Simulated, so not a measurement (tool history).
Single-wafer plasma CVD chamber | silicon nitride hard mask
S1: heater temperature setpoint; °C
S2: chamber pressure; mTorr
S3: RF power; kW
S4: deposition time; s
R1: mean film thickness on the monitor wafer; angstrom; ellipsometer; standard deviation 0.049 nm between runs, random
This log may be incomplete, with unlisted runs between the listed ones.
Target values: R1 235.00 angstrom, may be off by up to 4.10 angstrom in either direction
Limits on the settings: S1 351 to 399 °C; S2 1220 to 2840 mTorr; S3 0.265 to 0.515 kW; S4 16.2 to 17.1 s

run	hour	S1	S2	S3	S4	R1
1	0.0	375	2030	0.390	17.1	267.98
2	3.1	375	2030	0.390	17.1	268.17
3	11.8	375	1960	0.385	17.1	263.22
4	19.4	375	2210	0.385	17.1	274.40
5	24.4	382	2210	0.385	17.1	274.63
6	25.8	382	2570	0.385	17.1	286.78
7	28.1	382	2450	0.380	17.1	282.29
8	28.9	382	2340	0.375	17.1	276.15
9	36.4	382	2240	0.370	17.1	268.30
10	37.5	382	2160	0.370	17.1	266.36
11	41.5	382	2080	0.370	17.1	262.30

Exactly one of the 5 candidate moves below puts every result within its allowed miss. Which one?
A	45.5	384	1960	0.325	16.2	?
B	45.5	383	1820	0.350	16.2	?
C	45.5	382	1690	0.370	16.2	?
D	45.5	375	2150	0.330	16.2	?
E	45.5	379	2260	0.300	16.2	?

move	R1
A	226.29
B	228.45
C	227.76
D	237.52
E	228.71
A: carries the result that was furthest off beyond its target, to the other side
B: carries the result that was furthest off beyond its target, to the other side
C: carries the result that was furthest off beyond its target, to the other side
D: every result within its allowed miss
E: carries the result that was furthest off beyond its target, to the other side
Answer: D
